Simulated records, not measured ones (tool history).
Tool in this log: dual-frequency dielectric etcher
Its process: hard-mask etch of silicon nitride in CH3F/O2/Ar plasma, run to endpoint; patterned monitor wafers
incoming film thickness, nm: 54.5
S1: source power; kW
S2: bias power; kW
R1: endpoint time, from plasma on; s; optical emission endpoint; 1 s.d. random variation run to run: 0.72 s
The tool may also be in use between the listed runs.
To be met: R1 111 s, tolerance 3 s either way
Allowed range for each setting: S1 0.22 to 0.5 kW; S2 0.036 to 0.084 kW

run	hour	S1	S2	R1
1	0	0.36	0.06	95.028
2	6.6	0.33	0.058	100.59
3	10.2	0.31	0.057	103.52
4	13.6	0.31	0.063	97.669
5	15.3	0.34	0.063	94.571
6	17	0.31	0.061	99.117
7	18.2	0.29	0.059	102.66
8	23	0.28	0.058	105.22
9	29.8	0.27	0.057	107.07

Below are 4 possible settings for the next run. Only one of them brings all results inside the allowed miss of their targets. Which is it?
A	36.6	0.24	0.059	?
B	36.6	0.24	0.052	?
C	36.6	0.25	0.051	?
D	36.6	0.27	0.048	?

move	R1
A	110.07
B	118.03
C	117.71
D	118.69
A: all results land within tolerance of their targets
B: takes the biggest miss from the last run beyond its target
C: takes the biggest miss from the last run beyond its target
D: takes the biggest miss from the last run beyond its target
Correct choice: A, which meets every target
